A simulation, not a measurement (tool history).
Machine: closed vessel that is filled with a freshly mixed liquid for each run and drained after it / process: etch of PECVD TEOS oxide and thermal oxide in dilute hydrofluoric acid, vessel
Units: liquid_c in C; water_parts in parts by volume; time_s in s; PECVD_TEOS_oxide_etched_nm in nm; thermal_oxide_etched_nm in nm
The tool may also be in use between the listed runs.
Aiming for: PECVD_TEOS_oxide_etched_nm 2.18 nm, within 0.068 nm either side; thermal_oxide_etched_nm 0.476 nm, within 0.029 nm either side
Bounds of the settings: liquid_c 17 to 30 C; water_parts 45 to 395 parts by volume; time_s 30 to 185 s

run,hour,liquid_c,water_parts,time_s,PECVD_TEOS_oxide_etched_nm,thermal_oxide_etched_nm
1,0,22,220,95,7.4344,1.6829
2,6.1,22,275,95,5.7895,1.3001
3,14.8,22,275,120,7.3179,1.6232
4,20.9,22,275,85,5.1304,1.1476
5,24.8,22,275,110,6.7385,1.4638
6,28.7,21.5,290,105,5.8698,1.2794
7,29.5,21.5,300,100,5.263,1.1563
8,33.3,21,310,95,4.6543,1.0343
9,34.2,21,310,95,4.7647,1.0467
10,35.4,20.5,320,90,4.1582,0.88767
11,37.3,20.5,330,85,3.8511,0.86551
12,38.5,20,335,85,3.7426,0.82306
13,42,19.5,340,85,3.5972,0.76494
14,43.8,19.5,345,80,3.3194,0.72217
15,44.3,19.5,350,80,3.2365,0.71043
16,47.8,19.5,355,80,3.1991,0.70011
17,49.3,19.5,360,80,3.17,0.69359
18,57.2,19.5,365,80,3.0975,0.68271
19,58.8,19.5,370,80,3.0287,0.66842
20,60.1,19.5,375,80,2.9966,0.66286
21,68.4,18.5,385,70,2.4068,0.53267
22,71.2,17.5,390,70,2.303,0.49098

Consider the 4 candidate settings below. Which is the only one whose results all fall within their allowed miss of target?
A,74,17,395,75,?,?
B,74,20.5,395,65,?,?
C,74,20,395,65,?,?
D,74,20.5,395,60,?,?

move,PECVD_TEOS_oxide_etched_nm,thermal_oxide_etched_nm
A,2.3906,0.53087
B,2.3448,0.5207
C,2.3045,0.51176
D,2.1644,0.48065
A: lands further from the targets than the last run did
B: lands further from the targets than the last run did
C: neither nearer nor further off than the last run
D: every result lands within tolerance
Correct choice: D, which meets every target
